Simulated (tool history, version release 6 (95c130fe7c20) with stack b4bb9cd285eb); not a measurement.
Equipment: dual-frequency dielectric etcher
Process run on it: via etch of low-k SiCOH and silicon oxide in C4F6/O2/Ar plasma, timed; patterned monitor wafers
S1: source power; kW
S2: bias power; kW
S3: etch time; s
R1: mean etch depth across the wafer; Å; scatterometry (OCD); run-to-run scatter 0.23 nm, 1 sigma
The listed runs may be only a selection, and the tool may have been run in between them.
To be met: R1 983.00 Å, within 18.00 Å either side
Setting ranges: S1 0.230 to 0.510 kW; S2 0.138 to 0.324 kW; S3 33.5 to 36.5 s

| run | hour | S1 | S2 | S3 | R1 |
|---|---|---|---|---|---|
| 1 | 0.0 | 0.370 | 0.231 | 36.5 | 1137.80 |
| 2 | 4.9 | 0.370 | 0.267 | 36.5 | 1181.50 |
| 3 | 8.9 | 0.350 | 0.259 | 36.5 | 1147.20 |
| 4 | 17.2 | 0.350 | 0.227 | 36.5 | 1106.70 |
| 5 | 24.6 | 0.350 | 0.242 | 36.5 | 1125.30 |
| 6 | 28.8 | 0.350 | 0.242 | 36.5 | 1130.80 |
|  | 35.5 | bias power generator calibrated |
| 7 | 35.5 | 0.330 | 0.235 | 36.5 | 1082.40 |
| 8 | 38.1 | 0.320 | 0.234 | 36.5 | 1075.80 |

Below are 4 possible settings for the next run. Only one of them brings all results inside the allowed miss of their targets. Which is it?
| A | 40.7 | 0.280 | 0.231 | 35.0 | ? |
| B | 40.7 | 0.310 | 0.225 | 36.5 | ? |
| C | 40.7 | 0.290 | 0.251 | 36.0 | ? |
| D | 40.7 | 0.320 | 0.232 | 34.5 | ? |

| move | R1 |
|---|---|
| A | 977.37 |
| B | 1047.60 |
| C | 1039.60 |
| D | 1008.80 |
A: every result within its allowed miss
B: moves toward the targets from the last run without getting all of them in spec
C: moves toward the targets from the last run without getting all of them in spec
D: moves toward the targets from the last run without getting all of them in spec
A is the move that brings every result within its allowed miss.
